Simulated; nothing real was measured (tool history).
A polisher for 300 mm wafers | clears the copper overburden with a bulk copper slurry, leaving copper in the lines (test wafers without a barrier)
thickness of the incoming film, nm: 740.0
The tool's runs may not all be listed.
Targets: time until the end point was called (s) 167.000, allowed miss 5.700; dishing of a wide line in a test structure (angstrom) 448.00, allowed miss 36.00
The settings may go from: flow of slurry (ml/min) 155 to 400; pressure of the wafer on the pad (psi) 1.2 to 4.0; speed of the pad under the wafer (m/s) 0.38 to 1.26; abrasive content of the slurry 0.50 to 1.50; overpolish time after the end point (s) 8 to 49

run    day  flow of slurry (ml/min)  pressure of the wafer on the pad (psi)  speed of the pad under the wafer (m/s)  abrasive content of the slurry  overpolish time after the end point (s)  time until the end point was called (s)  dishing of a wide line in a test structure (angstrom)
  1  0.000                      255                                     2.6                                    0.82                            1.00                                       25                                  100.160                                                 868.65
  2  0.071                      255                                     2.2                                    0.82                            1.00                                       21                                  114.390                                                 700.65
  3  0.271                      200                                     2.2                                    0.82                            1.00                                       21                                  118.520                                                 643.73
  4  0.625                      200                                     2.5                                    0.82                            1.00                                       21                                  105.910                                                 754.66
  5  0.946                      200                                     2.5                                    0.90                            1.00                                       21                                   97.395                                                 754.59
  6  1.275                      200                                     2.5                                    1.00                            1.00                                       21                                   87.458                                                 820.98
  7  1.342                      195                                     2.1                                    0.96                            1.00                                       21                                  103.210                                                 737.96
  8  1.542                      195                                     1.9                                    0.92                            1.00                                       19                                  118.780                                                 638.67
  9  1.638                      195                                     1.7                                    0.90                            1.00                                       18                                  130.370                                                 556.21
 10  1.979                      195                                     1.6                                    0.88                            1.00                                       18                                  140.380                                                 543.22
 11  2.338                      195                                     1.5                                    0.88                            1.00                                       17                                  147.690                                                 476.33

Which of these 4 next moves meets every target?
  A  2.696                      185                                     1.5                                    0.94                            1.00                                       23                                        ?                                                      ?
  B  2.696                      210                                     2.0                                    0.62                            0.95                                       21                                        ?                                                      ?
  C  2.696                      200                                     1.5                                    0.98                            1.05                                       16                                        ?                                                      ?
  D  2.696                      185                                     1.2                                    0.90                            1.10                                       18                                        ?                                                      ?

move  time until the end point was called (s)  dishing of a wide line in a test structure (angstrom)
   A                                  138.970                                                 625.27
   B                                  167.100                                                 542.73
   C                                  131.120                                                 515.33
   D                                  166.300                                                 463.38
A: further off than the last run
B: brings the result that was furthest off to its target, and leaves another outside
C: further off than the last run
D: meets every target
The right move is D.

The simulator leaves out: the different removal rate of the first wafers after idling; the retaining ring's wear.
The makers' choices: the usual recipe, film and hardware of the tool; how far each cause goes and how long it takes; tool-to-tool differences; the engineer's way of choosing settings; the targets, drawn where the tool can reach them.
